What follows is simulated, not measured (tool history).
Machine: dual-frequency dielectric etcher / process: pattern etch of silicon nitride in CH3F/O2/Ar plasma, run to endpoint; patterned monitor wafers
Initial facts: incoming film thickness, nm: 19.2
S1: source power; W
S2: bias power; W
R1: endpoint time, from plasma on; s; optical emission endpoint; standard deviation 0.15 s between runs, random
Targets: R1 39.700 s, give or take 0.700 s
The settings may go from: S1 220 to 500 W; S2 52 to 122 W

| run | hour | S1 | S2 | R1 |
|---|---|---|---|---|
| 1 | 0.0 | 360 | 87 | 26.865 |
| 2 | 8.9 | 340 | 82 | 28.563 |
| 3 | 14.1 | 340 | 73 | 29.837 |
| 4 | 21.7 | 390 | 73 | 27.536 |
| 5 | 25.8 | 390 | 82 | 26.201 |
| 6 | 28.3 | 330 | 82 | 29.105 |
| 7 | 33.8 | 310 | 79 | 30.827 |
| 8 | 41.1 | 300 | 77 | 31.649 |
| 9 | 42.8 | 300 | 77 | 31.802 |
| 10 | 48.6 | 300 | 77 | 31.778 |
| 11 | 55.5 | 230 | 59 | 43.623 |
| 12 | 64.0 | 280 | 60 | 36.722 |
| 13 | 67.8 | 260 | 60 | 38.921 |
| 14 | 69.7 | 260 | 60 | 38.721 |

Pick the move, out of 4, that brings all results within their allowed miss; only one does.
| A | 71.6 | 270 | 61 | ? |
| B | 71.6 | 260 | 58 | ? |
| C | 71.6 | 280 | 60 | ? |
| D | 71.6 | 260 | 52 | ? |

| move | R1 |
|---|---|
| A | 37.581 |
| B | 39.485 |
| C | 36.814 |
| D | 41.238 |
A: the biggest miss grows against the last run
B: meets every target
C: the biggest miss grows against the last run
D: takes the biggest miss from the last run beyond its target
B meets every target.
